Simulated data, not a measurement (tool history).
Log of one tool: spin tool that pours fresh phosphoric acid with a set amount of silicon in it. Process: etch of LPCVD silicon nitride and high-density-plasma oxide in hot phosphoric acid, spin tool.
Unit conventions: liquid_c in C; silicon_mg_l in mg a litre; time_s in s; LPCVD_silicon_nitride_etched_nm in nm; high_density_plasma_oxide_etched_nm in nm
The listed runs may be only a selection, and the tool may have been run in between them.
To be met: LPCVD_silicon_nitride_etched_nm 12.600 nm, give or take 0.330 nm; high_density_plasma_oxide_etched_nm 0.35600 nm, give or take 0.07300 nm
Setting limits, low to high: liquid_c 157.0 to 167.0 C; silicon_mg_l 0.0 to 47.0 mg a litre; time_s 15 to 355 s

| run | hour | liquid_c | silicon_mg_l | time_s | LPCVD_silicon_nitride_etched_nm | high_density_plasma_oxide_etched_nm |
|---|---|---|---|---|---|---|
| 1 | 0.0 | 162.0 | 20.5 | 180 | 16.456 | 0.44795 |
| 2 | 6.3 | 161.5 | 19.5 | 175 | 15.702 | 0.47884 |
| 3 | 13.4 | 161.0 | 20.5 | 170 | 14.886 | 0.44358 |
| 4 | 17.5 | 160.5 | 21.5 | 170 | 14.600 | 0.41637 |
| 5 | 20.5 | 160.0 | 22.0 | 170 | 14.625 | 0.39289 |
| 6 | 25.2 | 159.5 | 21.5 | 165 | 13.798 | 0.38255 |
| 7 | 27.2 | 159.0 | 21.5 | 165 | 13.670 | 0.42222 |
| 8 | 36.0 | 158.5 | 22.5 | 165 | 13.446 | 0.36583 |

Below are 4 possible settings for the next run. Only one of them brings all results inside the allowed miss of their targets. Which is it?
| A | 44.8 | 157.5 | 11.0 | 180 | ? | ? |
| B | 44.8 | 158.0 | 24.0 | 175 | ? | ? |
| C | 44.8 | 159.5 | 21.0 | 150 | ? | ? |
| D | 44.8 | 157.5 | 18.5 | 185 | ? | ? |

| move | LPCVD_silicon_nitride_etched_nm | high_density_plasma_oxide_etched_nm |
|---|---|---|
| A | 14.227 | 0.46294 |
| B | 14.068 | 0.32920 |
| C | 12.685 | 0.34608 |
| D | 14.622 | 0.39470 |
A: its largest miss is bigger than the last run's
B: its largest miss is bigger than the last run's
C: every result within its allowed miss
D: its largest miss is bigger than the last run's
Correct choice: C, which meets every target

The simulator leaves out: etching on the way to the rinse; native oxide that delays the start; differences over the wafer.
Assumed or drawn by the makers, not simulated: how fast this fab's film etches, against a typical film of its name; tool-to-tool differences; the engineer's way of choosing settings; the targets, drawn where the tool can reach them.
